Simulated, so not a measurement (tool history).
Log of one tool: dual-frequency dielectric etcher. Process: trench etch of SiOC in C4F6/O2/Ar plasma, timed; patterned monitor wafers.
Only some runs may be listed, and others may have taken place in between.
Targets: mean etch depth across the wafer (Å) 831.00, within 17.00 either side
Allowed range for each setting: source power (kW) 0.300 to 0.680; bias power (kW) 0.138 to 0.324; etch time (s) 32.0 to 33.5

run  hour  source power (kW)  bias power (kW)  etch time (s)  mean etch depth across the wafer (Å)
  1   0.0              0.490            0.231           32.0                                757.09
  2   8.2              0.490            0.231           32.0                                759.65
  3   9.7              0.500            0.233           32.0                                770.72
  4  17.1              0.430            0.233           32.0                                746.38
  5  17.9              0.430            0.233           33.5                                779.84
  6  21.0              0.440            0.235           33.5                                782.16
  7  25.7              0.450            0.237           33.5                                786.40
  8  27.0              0.460            0.239           33.5                                797.76
  9  32.5              0.460            0.239           33.5                                801.81
 10  36.2              0.470            0.240           33.5                                797.03

Exactly one of the 5 candidate moves below puts every result within its allowed miss. Which one?
  A  39.9              0.470            0.274           33.5                                     ?
  B  39.9              0.470            0.236           32.0                                     ?
  C  39.9              0.470            0.223           33.0                                     ?
  D  39.9              0.470            0.242           32.5                                     ?
  E  39.9              0.480            0.236           32.5                                     ?

move  mean etch depth across the wafer (Å)
   A                                837.00
   B                                764.03
   C                                774.81
   D                                781.82
   E                                779.58
A: meets every target
B: its largest miss is bigger than the last run's
C: its largest miss is bigger than the last run's
D: its largest miss is bigger than the last run's
E: its largest miss is bigger than the last run's
A meets every target.
